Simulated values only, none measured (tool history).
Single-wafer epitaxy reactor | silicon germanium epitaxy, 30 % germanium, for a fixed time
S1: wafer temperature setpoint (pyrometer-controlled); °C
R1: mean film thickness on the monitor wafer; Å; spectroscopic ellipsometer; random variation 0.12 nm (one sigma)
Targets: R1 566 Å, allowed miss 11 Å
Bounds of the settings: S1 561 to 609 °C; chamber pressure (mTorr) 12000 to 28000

Run 1, hour 0: S1 585 °C, chamber pressure (mTorr) 20000. Result: R1 441.18 Å.
Run 2, hour 3.9: S1 589 °C, chamber pressure (mTorr) 20100. Result: R1 469.63 Å.
Run 3, hour 5.2: S1 581 °C, chamber pressure (mTorr) 20100. Result: R1 412.61 Å.
Run 4, hour 7: S1 587 °C, chamber pressure (mTorr) 20200. Result: R1 458.24 Å.
At hour 9: capacitance manometer re-zeroed and calibrated.
Run 5, hour 9: S1 587 °C, chamber pressure (mTorr) 23600. Result: R1 478.21 Å.
Run 6, hour 15.5: S1 595 °C, chamber pressure (mTorr) 23600. Result: R1 543.67 Å.
Run 7, hour 16.8: S1 596 °C, chamber pressure (mTorr) 23600. Result: R1 552.21 Å.
Run 8, hour 18.6: S1 596 °C, chamber pressure (mTorr) 23600. Result: R1 552.46 Å.

4 next moves are on the table. One of them brings every result within its allowed miss. Which?
Run A, hour 20.4: S1 593 °C, chamber pressure (mTorr) 23400. Result: R1 ?.
Run B, hour 20.4: S1 598 °C, chamber pressure (mTorr) 20800. Result: R1 ?.
Run C, hour 20.4: S1 593 °C, chamber pressure (mTorr) 24300. Result: R1 ?.
Run D, hour 20.4: S1 599 °C, chamber pressure (mTorr) 22700. Result: R1 ?.

move      R1
   A  524.13
   B  541.77
   C  532.29
   D  570.73
A: further off than the last run
B: further off than the last run
C: further off than the last run
D: meets every target
The right move is D.
